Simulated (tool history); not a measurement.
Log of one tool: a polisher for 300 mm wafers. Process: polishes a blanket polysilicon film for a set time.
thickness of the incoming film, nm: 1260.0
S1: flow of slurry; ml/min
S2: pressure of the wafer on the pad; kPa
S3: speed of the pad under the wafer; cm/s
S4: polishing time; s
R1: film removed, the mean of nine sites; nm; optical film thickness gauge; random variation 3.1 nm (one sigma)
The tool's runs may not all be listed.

{"run": 1, "hour": 0.0, "S1": 255, "S2": 23.4, "S3": 100, "S4": 24, "R1": 247.67}
{"run": 2, "hour": 5.9, "S1": 255, "S2": 24.8, "S3": 100, "S4": 24, "R1": 260.26}
{"run": 3, "hour": 6.5, "S1": 255, "S2": 26.2, "S3": 100, "S4": 24, "R1": 277.52}
{"run": 4, "hour": 7.1, "S1": 255, "S2": 26.9, "S3": 100, "S4": 24, "R1": 280.15}
{"run": 5, "hour": 9.1, "S1": 255, "S2": 27.6, "S3": 100, "S4": 24, "R1": 287.23}
{"run": 6, "hour": 17.1, "S1": 255, "S2": 28.3, "S3": 100, "S4": 24, "R1": 296.54}
{"run": 7, "hour": 25.9, "S1": 255, "S2": 29.0, "S3": 100, "S4": 24, "R1": 302.42}

Forecast run 8:
{"run": 8, "hour": 32.9, "S1": 255, "S2": 29.6, "S3": 100, "S4": 24, "R1": "?"}

Run 8 gave R1 308.75 nm.
